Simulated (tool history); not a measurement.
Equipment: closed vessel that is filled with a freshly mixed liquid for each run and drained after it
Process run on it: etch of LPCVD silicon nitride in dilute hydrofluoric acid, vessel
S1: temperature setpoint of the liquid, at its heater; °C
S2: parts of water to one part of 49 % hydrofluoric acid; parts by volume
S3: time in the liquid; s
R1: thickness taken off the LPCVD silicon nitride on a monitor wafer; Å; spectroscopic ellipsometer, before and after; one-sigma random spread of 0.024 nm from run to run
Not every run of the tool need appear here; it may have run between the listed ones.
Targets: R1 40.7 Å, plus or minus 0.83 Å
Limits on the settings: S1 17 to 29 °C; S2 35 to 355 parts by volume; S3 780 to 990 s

run	day	S1	S2	S3	R1
1	0	21	195	990	21.72
2	0.121	18	195	990	17.912
3	0.208	19.5	190	990	20.22
4	0.538	19.5	230	990	16.713
5	0.921	19.5	230	780	13.094
6	1.096	21	215	780	15.633
7	1.483	22	200	780	17.868
8	1.662	23	185	780	20.616
9	2.017	24	175	780	22.982
10	2.075	25	165	780	26.25
11	2.142	25.5	160	780	27.83
12	2.342	26	155	780	29.575
13	2.742	26.5	150	780	31.126
14	3.071	27	145	780	33.46
15	3.25	27.5	145	780	34.74
16	3.462	28.5	140	780	38.514
17	3.679	28.5	140	780	37.982
18	3.779	29	130	780	42.236

Pick the move, out of 4, that brings all results within their allowed miss; only one does.
A	3.879	28.5	145	810	?
B	3.879	28.5	150	960	?
C	3.879	28.5	130	805	?
D	3.879	26.5	115	780	?

move	R1
A	38.229
B	43.786
C	42.406
D	40.924
A: the result that was furthest off in the last run now lies on the other side of its target
B: lands further from the targets than the last run did
C: lands further from the targets than the last run did
D: every result lands within tolerance
Correct choice: D, which meets every target
